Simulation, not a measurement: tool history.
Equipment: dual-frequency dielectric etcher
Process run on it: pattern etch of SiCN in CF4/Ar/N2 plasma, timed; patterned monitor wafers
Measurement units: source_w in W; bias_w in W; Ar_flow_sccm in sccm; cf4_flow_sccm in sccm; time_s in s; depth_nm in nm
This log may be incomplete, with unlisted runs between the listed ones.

run	hour	source_w	bias_w	Ar_flow_sccm	cf4_flow_sccm	time_s	depth_nm
1	0	340	85	128	60	43	29.942
2	4.4	340	85	117	60	43	30.612
3	7.4	380	85	117	60	43	34.259
4	14.3	330	84	117	60	43	29.369
5	22.4	380	84	117	60	43	33.862
6	24	380	84	117	60	39.5	30.97
7	30	340	83	117	60	39.5	27.749
8	34.5	320	83	117	60	39.5	26.049
9	35.8	320	83	117	60	39.5	26.108

Expected results for the next run?
10	44.8	300	83	117	60	39.5	?

{"run 10": {"depth_nm": 24.291}}

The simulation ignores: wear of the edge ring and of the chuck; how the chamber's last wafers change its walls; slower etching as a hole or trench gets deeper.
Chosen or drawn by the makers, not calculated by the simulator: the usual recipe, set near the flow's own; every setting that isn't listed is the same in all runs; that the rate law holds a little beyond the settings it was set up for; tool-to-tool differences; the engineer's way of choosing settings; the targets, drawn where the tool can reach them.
